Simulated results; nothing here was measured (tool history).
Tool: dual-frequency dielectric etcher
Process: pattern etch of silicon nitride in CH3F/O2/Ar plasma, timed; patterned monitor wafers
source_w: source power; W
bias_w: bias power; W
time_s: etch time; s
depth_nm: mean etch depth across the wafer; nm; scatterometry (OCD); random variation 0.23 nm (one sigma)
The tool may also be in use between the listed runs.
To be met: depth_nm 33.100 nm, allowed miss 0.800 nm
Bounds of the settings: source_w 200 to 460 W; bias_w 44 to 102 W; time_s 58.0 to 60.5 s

run  hour  source_w  bias_w  time_s  depth_nm
  1   0.0       330      73    58.0    40.729
  2   3.5       310      70    58.0    38.574
  3   8.8       310      70    60.5    40.552
  4  12.6       290      69    60.5    38.555
  5  13.6       290      69    58.0    36.969
     22.4  -- wet clean of the chamber
  6  22.4       290      69    60.5    36.723
  7  25.7       230      63    60.0    30.329
  8  27.0       240      63    60.0    31.208
  9  35.8       250      63    60.0    32.060
 10  38.4       250      63    60.0    32.190

4 next moves are on the table. One of them brings every result within its allowed miss. Which?
  A  41.0       230      63    60.5         ?
  B  41.0       270      64    58.5         ?
  C  41.0       270      51    59.0         ?
  D  41.0       250      60    58.0         ?

move  depth_nm
   A    30.549
   B    33.054
   C    30.992
   D    30.518
A: further off than the last run
B: meets every target
C: further off than the last run
D: further off than the last run
The right move is B.

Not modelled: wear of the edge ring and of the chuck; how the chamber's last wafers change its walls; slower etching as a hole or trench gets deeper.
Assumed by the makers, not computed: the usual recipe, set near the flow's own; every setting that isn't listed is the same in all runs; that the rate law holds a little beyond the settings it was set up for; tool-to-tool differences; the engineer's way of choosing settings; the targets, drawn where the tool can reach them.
